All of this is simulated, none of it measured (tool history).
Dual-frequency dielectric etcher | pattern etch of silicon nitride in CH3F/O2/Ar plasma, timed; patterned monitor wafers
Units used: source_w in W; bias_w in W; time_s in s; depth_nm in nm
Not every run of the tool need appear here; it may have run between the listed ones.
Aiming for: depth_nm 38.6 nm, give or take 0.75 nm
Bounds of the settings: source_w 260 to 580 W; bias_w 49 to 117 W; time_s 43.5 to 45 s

Run 1, day 0: source_w 420 W, bias_w 83 W, time_s 43.5 s. Result: depth_nm 33.45 nm.
Run 2, day 0.033: source_w 480 W, bias_w 83 W, time_s 43.5 s. Result: depth_nm 34.796 nm.
Run 3, day 0.288: source_w 500 W, bias_w 86 W, time_s 43.5 s. Result: depth_nm 35.809 nm.
Run 4, day 0.642: source_w 450 W, bias_w 86 W, time_s 43.5 s. Result: depth_nm 34.813 nm.
Run 5, day 0.738: source_w 470 W, bias_w 88 W, time_s 43.5 s. Result: depth_nm 35.8 nm.
Run 6, day 1.004: source_w 470 W, bias_w 88 W, time_s 43.5 s. Result: depth_nm 35.516 nm.
Run 7, day 1.283: source_w 490 W, bias_w 89 W, time_s 43.5 s. Result: depth_nm 36.262 nm.
Run 8, day 1.471: source_w 510 W, bias_w 90 W, time_s 43.5 s. Result: depth_nm 36.882 nm.
Run 9, day 1.654: source_w 520 W, bias_w 91 W, time_s 43.5 s. Result: depth_nm 37.737 nm.
Run 10, day 1.996: source_w 530 W, bias_w 91 W, time_s 43.5 s. Result: depth_nm 37.494 nm.
Run 11, day 2.188: source_w 540 W, bias_w 91 W, time_s 43.5 s. Result: depth_nm 38.031 nm.
Run 12, day 2.554: source_w 540 W, bias_w 91 W, time_s 43.5 s. Result: depth_nm 37.84 nm.

Pick the move, out of 5, that brings all results within their allowed miss; only one does.
Run A, day 2.921: source_w 570 W, bias_w 88 W, time_s 44.5 s. Result: depth_nm ?.
Run B, day 2.921: source_w 490 W, bias_w 91 W, time_s 44 s. Result: depth_nm ?.
Run C, day 2.921: source_w 530 W, bias_w 84 W, time_s 43.5 s. Result: depth_nm ?.
Run D, day 2.921: source_w 530 W, bias_w 83 W, time_s 43.5 s. Result: depth_nm ?.
Run E, day 2.921: source_w 580 W, bias_w 72 W, time_s 45 s. Result: depth_nm ?.

move  depth_nm
   A    38.704
   B    37.242
   C    36.212
   D        36
   E    35.663
A: in spec on every target
B: its largest miss is bigger than the last run's
C: its largest miss is bigger than the last run's
D: its largest miss is bigger than the last run's
E: its largest miss is bigger than the last run's
So the answer is move A, the one that meets all the targets.
